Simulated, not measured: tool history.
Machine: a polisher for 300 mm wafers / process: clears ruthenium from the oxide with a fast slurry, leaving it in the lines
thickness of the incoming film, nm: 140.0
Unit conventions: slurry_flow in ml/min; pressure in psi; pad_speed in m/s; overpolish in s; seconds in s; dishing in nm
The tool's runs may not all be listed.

run  hour  slurry_flow  pressure  pad_speed  slurry_solids  overpolish  seconds  dishing
  1     0          145       2.6       0.78              1          21   48.201   55.403
  2   7.6          145       2.6       0.78            0.8          21   53.173   53.901
  3  15.1          145       2.6       0.78            0.8          16   53.166   40.875
  4  22.6          150       2.8       0.78            0.8          19   49.727   52.577
  5  23.7          155         3       0.78            0.8          21   45.638    57.24
  6    28          155       3.1       0.78            0.8          24   43.869   67.437
  7  34.7          160       3.2       0.78            0.8          26   42.908   76.913
  8  36.2          160       3.3       0.78            0.8          27   41.015   80.932

Predict the results of run 9:
  9    44          160       3.4       0.78            0.8          28        ?        ?

{"run 9": {"seconds": 40.142, "dishing": 82.097}}
